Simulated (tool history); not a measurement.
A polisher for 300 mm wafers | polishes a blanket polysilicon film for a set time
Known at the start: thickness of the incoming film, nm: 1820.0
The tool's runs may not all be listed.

run	hour	flow of slurry (ml/min)	pressure of the wafer on the pad (kPa)	speed of the pad under the wafer (m/s)	polishing time (s)	film removed (nm)
1	0.0	225	15.2	1.20	22	148.28
2	4.1	225	15.2	1.20	22	150.18
3	10.4	225	15.2	1.50	22	184.05
4	17.0	225	14.5	1.48	22	180.10
5	17.9	190	14.5	1.48	22	171.01
# hour 24.4: worn pad replaced by a new one
6	24.4	190	14.5	1.32	22	166.23
7	27.5	195	13.8	1.30	22	162.79

The next listed run, before its measurement:
8	31.9	195	13.1	1.22	22	?

Run 8 gave film removed (nm) 153.32.
